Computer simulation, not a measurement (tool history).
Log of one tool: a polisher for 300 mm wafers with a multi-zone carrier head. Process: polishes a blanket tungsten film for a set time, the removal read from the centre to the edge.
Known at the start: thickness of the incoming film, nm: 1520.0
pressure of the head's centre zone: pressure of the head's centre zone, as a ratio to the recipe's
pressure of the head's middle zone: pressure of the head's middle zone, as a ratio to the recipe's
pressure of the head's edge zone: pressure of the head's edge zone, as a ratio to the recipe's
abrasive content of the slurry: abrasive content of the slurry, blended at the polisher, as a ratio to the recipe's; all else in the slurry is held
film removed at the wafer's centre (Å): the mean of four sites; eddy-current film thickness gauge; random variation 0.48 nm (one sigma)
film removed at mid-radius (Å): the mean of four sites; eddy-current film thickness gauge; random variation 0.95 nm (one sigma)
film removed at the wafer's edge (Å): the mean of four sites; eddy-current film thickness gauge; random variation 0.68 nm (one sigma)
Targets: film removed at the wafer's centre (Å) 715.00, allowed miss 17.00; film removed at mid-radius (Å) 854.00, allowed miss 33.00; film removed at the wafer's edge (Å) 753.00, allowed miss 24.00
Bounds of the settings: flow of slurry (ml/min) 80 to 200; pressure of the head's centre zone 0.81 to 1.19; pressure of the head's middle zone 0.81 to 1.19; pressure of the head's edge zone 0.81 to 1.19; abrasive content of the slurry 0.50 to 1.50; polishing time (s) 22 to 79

| run | hour | flow of slurry (ml/min) | pressure of the head's centre zone | pressure of the head's middle zone | pressure of the head's edge zone | abrasive content of the slurry | polishing time (s) | film removed at the wafer's centre (Å) | film removed at mid-radius (Å) | film removed at the wafer's edge (Å) |
|---|---|---|---|---|---|---|---|---|---|---|
| 1 | 0.0 | 130 | 1.00 | 1.00 | 1.00 | 1.00 | 50 | 1334.60 | 1417.30 | 1347.50 |
| 2 | 4.8 | 125 | 0.97 | 1.00 | 0.95 | 0.85 | 45 | 1151.80 | 1225.10 | 1164.60 |
| 3 | 9.2 | 125 | 0.92 | 1.00 | 0.95 | 0.85 | 45 | 1098.10 | 1229.10 | 1169.10 |
| 4 | 14.4 | 125 | 0.92 | 1.00 | 0.95 | 0.85 | 36 | 874.36 | 968.17 | 944.79 |
| 5 | 22.5 | 125 | 0.92 | 1.00 | 0.95 | 0.85 | 27 | 664.77 | 748.41 | 692.87 |
| 6 | 28.7 | 125 | 0.92 | 1.00 | 0.95 | 0.65 | 27 | 635.22 | 698.24 | 674.64 |
| 7 | 31.8 | 140 | 0.92 | 1.02 | 0.96 | 0.70 | 27 | 671.05 | 749.72 | 691.94 |
| 8 | 37.0 | 150 | 0.91 | 1.03 | 0.98 | 0.75 | 27 | 670.64 | 780.19 | 727.47 |
| 9 | 40.4 | 160 | 0.91 | 1.04 | 0.98 | 0.75 | 27 | 679.35 | 772.90 | 726.05 |
| 10 | 46.9 | 165 | 0.91 | 1.06 | 0.98 | 0.75 | 27 | 681.42 | 801.89 | 725.44 |
| 11 | 53.4 | 170 | 0.91 | 1.07 | 0.99 | 0.75 | 27 | 689.10 | 809.89 | 728.87 |
| 12 | 55.5 | 175 | 0.91 | 1.08 | 1.00 | 0.75 | 27 | 686.78 | 829.87 | 742.97 |

Which of these 5 next moves meets every target?
| A | 57.6 | 125 | 0.81 | 1.13 | 0.93 | 0.65 | 32 | ? | ? | ? |
| B | 57.6 | 180 | 0.81 | 1.18 | 1.03 | 0.95 | 28 | ? | ? | ? |
| C | 57.6 | 180 | 0.83 | 1.17 | 0.99 | 0.85 | 27 | ? | ? | ? |
| D | 57.6 | 170 | 0.91 | 1.08 | 0.97 | 0.75 | 28 | ? | ? | ? |
| E | 57.6 | 185 | 0.83 | 1.03 | 0.97 | 0.65 | 28 | ? | ? | ? |

| move | film removed at the wafer's centre (Å) | film removed at mid-radius (Å) | film removed at the wafer's edge (Å) |
|---|---|---|---|
| A | 681.72 | 932.16 | 779.84 |
| B | 673.79 | 944.25 | 787.12 |
| C | 652.77 | 890.98 | 733.56 |
| D | 710.77 | 846.79 | 737.37 |
| E | 657.52 | 813.81 | 732.39 |
A: further off than the last run
B: further off than the last run
C: further off than the last run
D: meets every target
E: further off than the last run
The right move is D.

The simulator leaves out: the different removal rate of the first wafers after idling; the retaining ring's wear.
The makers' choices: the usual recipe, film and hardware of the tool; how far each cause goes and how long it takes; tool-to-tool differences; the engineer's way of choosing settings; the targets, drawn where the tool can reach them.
